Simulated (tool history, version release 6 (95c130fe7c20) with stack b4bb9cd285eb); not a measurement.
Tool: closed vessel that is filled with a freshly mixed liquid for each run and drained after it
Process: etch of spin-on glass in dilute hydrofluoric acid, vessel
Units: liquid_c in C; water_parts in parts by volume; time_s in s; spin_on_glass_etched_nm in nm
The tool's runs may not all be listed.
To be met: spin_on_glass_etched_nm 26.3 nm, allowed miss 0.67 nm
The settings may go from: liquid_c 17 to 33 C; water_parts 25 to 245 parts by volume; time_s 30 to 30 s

run 1 hour=0 | liquid_c=25 water_parts=135 time_s=30 | spin_on_glass_etched_nm=9.7204
run 2 hour=7.4 | liquid_c=25 water_parts=135 time_s=30 | spin_on_glass_etched_nm=9.7378
run 3 hour=15.6 | liquid_c=25 water_parts=135 time_s=30 | spin_on_glass_etched_nm=9.6603
run 4 hour=20.4 | liquid_c=25 water_parts=135 time_s=30 | spin_on_glass_etched_nm=9.6223
run 5 hour=23.6 | liquid_c=25 water_parts=135 time_s=30 | spin_on_glass_etched_nm=9.6343
run 6 hour=25.1 | liquid_c=25 water_parts=135 time_s=30 | spin_on_glass_etched_nm=9.7636
run 7 hour=31.1 | liquid_c=25 water_parts=135 time_s=30 | spin_on_glass_etched_nm=9.713
run 8 hour=34.8 | liquid_c=26 water_parts=125 time_s=30 | spin_on_glass_etched_nm=11.044
run 9 hour=40.8 | liquid_c=27 water_parts=115 time_s=30 | spin_on_glass_etched_nm=12.637

Which of these 4 next moves meets every target?
run A hour=46.8 | liquid_c=33 water_parts=70 time_s=30 | spin_on_glass_etched_nm=?
run B hour=46.8 | liquid_c=25 water_parts=55 time_s=30 | spin_on_glass_etched_nm=?
run C hour=46.8 | liquid_c=27 water_parts=55 time_s=30 | spin_on_glass_etched_nm=?
run D hour=46.8 | liquid_c=32 water_parts=75 time_s=30 | spin_on_glass_etched_nm=?

move=A spin_on_glass_etched_nm=27.577
move=B spin_on_glass_etched_nm=26.243
move=C spin_on_glass_etched_nm=28.448
move=D spin_on_glass_etched_nm=24.595
A: takes the result that was furthest off past its target
B: meets every target
C: takes the result that was furthest off past its target
D: nearer than the last run, and not there yet
Answer: B
